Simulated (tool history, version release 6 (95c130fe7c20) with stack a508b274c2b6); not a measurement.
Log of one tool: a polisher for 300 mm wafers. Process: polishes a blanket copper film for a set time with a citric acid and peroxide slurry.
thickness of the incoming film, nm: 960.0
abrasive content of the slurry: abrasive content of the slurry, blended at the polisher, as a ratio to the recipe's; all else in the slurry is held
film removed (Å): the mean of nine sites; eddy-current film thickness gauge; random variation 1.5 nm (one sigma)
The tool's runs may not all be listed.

| run | hour | flow of slurry (ml/min) | pressure of the wafer on the pad (kPa) | speed of the pad under the wafer (m/s) | abrasive content of the slurry | polishing time (s) | film removed (Å) |
|---|---|---|---|---|---|---|---|
| 1 | 0 | 285 | 26.9 | 0.98 | 1 | 28 | 633.26 |
| 2 | 7.4 | 285 | 31.7 | 1 | 1 | 28 | 763.66 |
| 3 | 8.3 | 285 | 31.7 | 1.1 | 1 | 28 | 824.71 |
| 4 | 12.3 | 285 | 26.9 | 1.1 | 1 | 28 | 699.34 |
| 5 | 18.4 | 285 | 26.9 | 1.1 | 1 | 25 | 619.94 |
|  | 19.7 | slurry blender recalibrated |
| 6 | 19.7 | 285 | 31.7 | 1.12 | 1 | 25 | 762.4 |

Forecast run 7:
| 7 | 26 | 285 | 35.2 | 1.14 | 1 | 25 | ? |

Run 7 gave film removed (Å) 883.16.
